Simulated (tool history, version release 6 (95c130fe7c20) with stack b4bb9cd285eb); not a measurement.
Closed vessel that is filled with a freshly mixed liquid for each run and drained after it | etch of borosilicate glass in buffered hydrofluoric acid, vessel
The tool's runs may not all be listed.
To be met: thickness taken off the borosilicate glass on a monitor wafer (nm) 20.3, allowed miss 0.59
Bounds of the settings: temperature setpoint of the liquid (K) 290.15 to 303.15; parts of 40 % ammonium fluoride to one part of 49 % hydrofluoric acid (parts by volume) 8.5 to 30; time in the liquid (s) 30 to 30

| run | hour | temperature setpoint of the liquid (K) | parts of 40 % ammonium fluoride to one part of 49 % hydrofluoric acid (parts by volume) | time in the liquid (s) | thickness taken off the borosilicate glass on a monitor wafer (nm) |
|---|---|---|---|---|---|
| 1 | 0 | 295.15 | 23 | 30 | 14.658 |
| 2 | 2.6 | 295.65 | 23 | 30 | 14.828 |
| 3 | 9.6 | 295.65 | 23 | 30 | 14.956 |
| 4 | 14.4 | 298.15 | 23 | 30 | 16.924 |
| 5 | 18.9 | 298.65 | 23 | 30 | 17.573 |
| 6 | 19.5 | 299.15 | 23 | 30 | 17.958 |
| 7 | 21.1 | 299.65 | 23 | 30 | 18.548 |
| 8 | 26.8 | 300.65 | 23 | 30 | 19.442 |

Which of these 4 next moves meets every target?
| A | 32.5 | 300.65 | 24 | 30 | ? |
| B | 32.5 | 300.65 | 25 | 30 | ? |
| C | 32.5 | 302.65 | 25.5 | 30 | ? |
| D | 32.5 | 299.15 | 22 | 30 | ? |

| move | thickness taken off the borosilicate glass on a monitor wafer (nm) |
|---|---|
| A | 18.957 |
| B | 18.431 |
| C | 20.204 |
| D | 18.589 |
A: further off than the last run
B: further off than the last run
C: meets every target
D: further off than the last run
The right move is C.
